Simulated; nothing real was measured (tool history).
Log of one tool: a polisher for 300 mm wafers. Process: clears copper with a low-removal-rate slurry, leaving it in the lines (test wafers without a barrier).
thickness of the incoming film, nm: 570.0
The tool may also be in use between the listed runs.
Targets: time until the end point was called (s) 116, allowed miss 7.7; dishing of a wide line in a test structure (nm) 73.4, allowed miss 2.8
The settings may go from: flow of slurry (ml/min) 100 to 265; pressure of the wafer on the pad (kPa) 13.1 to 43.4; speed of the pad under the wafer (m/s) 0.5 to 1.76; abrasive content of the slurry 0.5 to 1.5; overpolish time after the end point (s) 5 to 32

run,hour,flow of slurry (ml/min),pressure of the wafer on the pad (kPa),speed of the pad under the wafer (m/s),abrasive content of the slurry,overpolish time after the end point (s),time until the end point was called (s),dishing of a wide line in a test structure (nm)
1,0,170,28.3,1.12,1,16,111.62,51.363
2,6.9,170,28.3,1.12,1,9,115.83,31.402
3,13.2,165,28.3,1.12,1,13,114.38,42.992
4,22,165,28.3,1.36,1,13,97.649,49.434
# hour 30.4: head pressure recalibrated
5,30.4,150,26.9,1.38,0.95,15,110.5,49.378
6,39.3,140,26.9,1.38,0.95,17,113.66,53.397
7,46.8,140,26.9,1.38,0.95,19,110.97,58.34
8,55,140,26.2,1.38,0.95,21,116.26,61.116
9,63.1,140,26.2,1.38,0.95,22,117.85,63.255

Which of these 5 next moves meets every target?
A,71.2,205,22.1,1.5,1.1,29,?,?
B,71.2,160,24.8,1.62,0.9,19,?,?
C,71.2,105,27.6,1.42,1,24,?,?
D,71.2,115,34.5,1.36,0.7,28,?,?
E,71.2,135,26.2,1.32,1.1,31,?,?

move,time until the end point was called (s),dishing of a wide line in a test structure (nm)
A,119.54,73.555
B,110.48,60.239
C,115.42,69.167
D,106.93,81.937
E,119.18,78.597
A: meets every target
B: further off than the last run
C: nearer than the last run, and not there yet
D: takes the result that was furthest off past its target
E: takes the result that was furthest off past its target
Move A is the one to make.
